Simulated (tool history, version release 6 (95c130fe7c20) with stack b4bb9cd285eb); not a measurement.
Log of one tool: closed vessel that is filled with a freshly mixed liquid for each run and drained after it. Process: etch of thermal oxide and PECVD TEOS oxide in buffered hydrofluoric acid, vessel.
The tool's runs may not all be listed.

run	hour	temperature setpoint of the liquid (°C)	parts of 40 % ammonium fluoride to one part of 49 % hydrofluoric acid (parts by volume)	time in the liquid (s)	thickness taken off the thermal oxide on a monitor wafer (nm)	thickness taken off the PECVD TEOS oxide on a monitor wafer (nm)
1	0	24	7	60	88.277	124.36
2	7.4	24	7	80	119.1	166.46
3	8.2	24	5.5	80	146.26	204.03
4	11.1	24	7.5	80	109.38	153.1
5	14.4	24	7.5	95	129.24	182.44
6	19.2	25.5	7.5	95	140.63	195.95
7	26.5	23.5	8	95	117.24	166.25
8	32.7	22	8	95	109	152.59

Estimate the outcome of run 9 from the log above:
9	35.5	20.5	8	95	?	?

thickness taken off the thermal oxide on a monitor wafer (nm): 98.74
thickness taken off the PECVD TEOS oxide on a monitor wafer (nm): 140.28
